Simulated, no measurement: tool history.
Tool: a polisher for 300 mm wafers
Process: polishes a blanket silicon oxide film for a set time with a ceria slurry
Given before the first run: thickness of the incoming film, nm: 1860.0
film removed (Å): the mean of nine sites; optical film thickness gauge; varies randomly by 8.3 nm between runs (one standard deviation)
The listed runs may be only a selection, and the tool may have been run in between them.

| run | hour | flow of slurry (ml/min) | pressure of the wafer on the pad (psi) | speed of the pad under the wafer (m/s) | polishing time (s) | film removed (Å) |
|---|---|---|---|---|---|---|
| 1 | 0 | 250 | 4.2 | 1.16 | 107 | 7364 |
| 2 | 8 | 200 | 4.2 | 1.16 | 107 | 7196.7 |
| 3 | 14.5 | 205 | 4.6 | 1.16 | 107 | 7950.2 |
| 4 | 15.2 | 155 | 4.6 | 1.16 | 107 | 7625.1 |
| 5 | 19.8 | 150 | 4.6 | 1.16 | 107 | 7749.2 |
| 6 | 27.9 | 155 | 4.9 | 1.16 | 107 | 8138.2 |
| 7 | 35.1 | 170 | 5.2 | 1.16 | 107 | 8805.1 |

For run 8, what comes out?
| 8 | 36.3 | 185 | 5.4 | 1.16 | 107 | ? |

film removed (Å): 8991.9

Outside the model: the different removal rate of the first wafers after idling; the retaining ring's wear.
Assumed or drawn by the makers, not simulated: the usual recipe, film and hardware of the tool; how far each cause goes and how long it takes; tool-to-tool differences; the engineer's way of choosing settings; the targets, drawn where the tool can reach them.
